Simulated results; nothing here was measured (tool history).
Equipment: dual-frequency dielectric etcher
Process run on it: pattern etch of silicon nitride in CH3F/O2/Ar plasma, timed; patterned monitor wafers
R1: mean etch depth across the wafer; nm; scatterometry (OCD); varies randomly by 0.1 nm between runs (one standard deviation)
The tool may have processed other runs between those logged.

Run 1, hour 0.0: source power (kW) 0.430, bias power (kW) 0.102, etch time (s) 40. Result: R1 32.435 nm.
Run 2, hour 2.8: source power (kW) 0.450, bias power (kW) 0.103, etch time (s) 40. Result: R1 33.244 nm.
Run 3, hour 10.5: source power (kW) 0.450, bias power (kW) 0.095, etch time (s) 40. Result: R1 32.496 nm.
Run 4, hour 14.7: source power (kW) 0.380, bias power (kW) 0.095, etch time (s) 40. Result: R1 30.040 nm.
Run 5, hour 15.5: source power (kW) 0.410, bias power (kW) 0.096, etch time (s) 40. Result: R1 31.098 nm.
Run 6, hour 23.5: source power (kW) 0.410, bias power (kW) 0.096, etch time (s) 37. Result: R1 28.836 nm.
Run 7, hour 27.8: source power (kW) 0.440, bias power (kW) 0.097, etch time (s) 37. Result: R1 29.967 nm.

Run 8, settings as shown, results not yet in. Your forecast:
Run 8, hour 33.7: source power (kW) 0.530, bias power (kW) 0.103, etch time (s) 37. Result: R1 ?.

{"run 8": {"R1": 33.287}}
